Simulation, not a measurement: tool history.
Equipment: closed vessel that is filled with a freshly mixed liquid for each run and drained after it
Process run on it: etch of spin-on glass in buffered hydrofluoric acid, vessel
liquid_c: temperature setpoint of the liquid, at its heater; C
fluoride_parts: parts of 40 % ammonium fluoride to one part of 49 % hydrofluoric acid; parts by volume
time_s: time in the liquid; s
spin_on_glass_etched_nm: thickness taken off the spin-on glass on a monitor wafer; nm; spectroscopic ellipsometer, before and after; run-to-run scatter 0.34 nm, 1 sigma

run	hour	liquid_c	fluoride_parts	time_s	spin_on_glass_etched_nm
1	0	21	16	30	52.425
2	7	21	16	30	52.548
3	10.1	21	12.5	30	67.146
4	13.8	21.5	12.5	30	68.803
5	18.2	21.5	9.5	30	88.329
6	21.7	21.5	5.5	30	146.9
7	28.5	21	5.5	30	142.82
8	36.8	20.5	6	30	128.3

For run 9, what comes out?
9	42.6	20	6	30	?

spin_on_glass_etched_nm: 124.85 nm
